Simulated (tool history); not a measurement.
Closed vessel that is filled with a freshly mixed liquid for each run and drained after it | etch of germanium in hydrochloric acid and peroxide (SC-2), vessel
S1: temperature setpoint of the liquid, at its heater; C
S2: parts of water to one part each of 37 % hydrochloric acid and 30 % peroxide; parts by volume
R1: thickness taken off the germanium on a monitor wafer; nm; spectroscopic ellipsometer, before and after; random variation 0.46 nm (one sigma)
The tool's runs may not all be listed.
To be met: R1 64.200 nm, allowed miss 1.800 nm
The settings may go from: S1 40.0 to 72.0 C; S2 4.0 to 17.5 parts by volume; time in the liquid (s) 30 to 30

{"run": 1, "hour": 0.0, "S1": 56.0, "S2": 9.5, "time in the liquid (s)": 30, "R1": 71.577}
{"run": 2, "hour": 1.4, "S1": 60.5, "S2": 9.5, "time in the liquid (s)": 30, "R1": 81.386}
{"run": 3, "hour": 3.5, "S1": 59.0, "S2": 9.5, "time in the liquid (s)": 30, "R1": 78.89}
{"run": 4, "hour": 12.4, "S1": 59.0, "S2": 9.5, "time in the liquid (s)": 30, "R1": 79.106}
{"run": 5, "hour": 19.8, "S1": 57.5, "S2": 9.5, "time in the liquid (s)": 30, "R1": 75.406}
{"run": 6, "hour": 22.9, "S1": 57.5, "S2": 13.0, "time in the liquid (s)": 30, "R1": 71.704}
{"run": 7, "hour": 28.2, "S1": 57.5, "S2": 13.0, "time in the liquid (s)": 30, "R1": 72.682}
{"run": 8, "hour": 32.0, "S1": 52.5, "S2": 13.5, "time in the liquid (s)": 30, "R1": 61.175}

Which of these 4 next moves meets every target?
{"run": "A", "hour": 35.8, "S1": 49.5, "S2": 12.0, "time in the liquid (s)": 30, "R1": "?"}
{"run": "B", "hour": 35.8, "S1": 53.5, "S2": 12.0, "time in the liquid (s)": 30, "R1": "?"}
{"run": "C", "hour": 35.8, "S1": 50.5, "S2": 13.5, "time in the liquid (s)": 30, "R1": "?"}
{"run": "D", "hour": 35.8, "S1": 49.0, "S2": 6.5, "time in the liquid (s)": 30, "R1": "?"}

move=A R1=57.727
move=B R1=65.311
move=C R1=58.666
move=D R1=59.655
A: further off than the last run
B: meets every target
C: further off than the last run
D: further off than the last run
Answer: B
